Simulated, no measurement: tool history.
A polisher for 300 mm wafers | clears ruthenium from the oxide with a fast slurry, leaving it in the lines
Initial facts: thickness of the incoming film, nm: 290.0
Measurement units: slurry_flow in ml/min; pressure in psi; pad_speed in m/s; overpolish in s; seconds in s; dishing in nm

run,hour,slurry_flow,pressure,pad_speed,slurry_solids,overpolish,seconds,dishing
1,0.0,250,2.6,1.08,1.0,11,96.020,34.381
2,7.0,250,2.7,1.08,1.0,11,91.488,34.751
3,9.5,250,2.8,1.08,1.0,11,87.428,36.078
4,15.9,250,2.9,1.08,1.0,11,86.549,37.124
5,19.1,215,2.9,1.08,1.0,11,88.092,34.950
6,20.1,215,2.9,1.08,1.0,8,86.671,27.073
7,27.6,220,3.0,1.08,1.0,9,83.715,31.306

What will run 8 give?
8,29.3,225,3.1,1.08,1.0,9,?,?

Run 8 yielded seconds 81.227 s, dishing 32.388 nm.
